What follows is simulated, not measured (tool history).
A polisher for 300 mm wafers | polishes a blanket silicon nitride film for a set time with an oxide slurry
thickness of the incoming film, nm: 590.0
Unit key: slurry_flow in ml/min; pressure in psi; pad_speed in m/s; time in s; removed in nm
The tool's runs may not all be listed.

{"run": 1, "hour": 0.0, "slurry_flow": 130, "pressure": 4.5, "pad_speed": 1.12, "slurry_solids": 1, "time": 41, "removed": 33.317}
{"run": 2, "hour": 9.0, "slurry_flow": 130, "pressure": 4.5, "pad_speed": 1.12, "slurry_solids": 0.85, "time": 41, "removed": 30.086}
{"run": 3, "hour": 15.9, "slurry_flow": 120, "pressure": 4.3, "pad_speed": 1.12, "slurry_solids": 0.85, "time": 41, "removed": 28.033}
{"run": 4, "hour": 20.5, "slurry_flow": 120, "pressure": 4.3, "pad_speed": 0.98, "slurry_solids": 0.85, "time": 41, "removed": 26.643}
{"run": 5, "hour": 28.5, "slurry_flow": 120, "pressure": 4.3, "pad_speed": 1.18, "slurry_solids": 0.85, "time": 41, "removed": 28.659}
{"run": 6, "hour": 34.1, "slurry_flow": 100, "pressure": 4.3, "pad_speed": 1.18, "slurry_solids": 0.85, "time": 41, "removed": 27.382}

What does the tool deliver on the next run?
{"run": 7, "hour": 41.4, "slurry_flow": 95, "pressure": 4.2, "pad_speed": 1.18, "slurry_solids": 0.85, "time": 41, "removed": "?"}

{"run 7": {"removed": 26.65}}
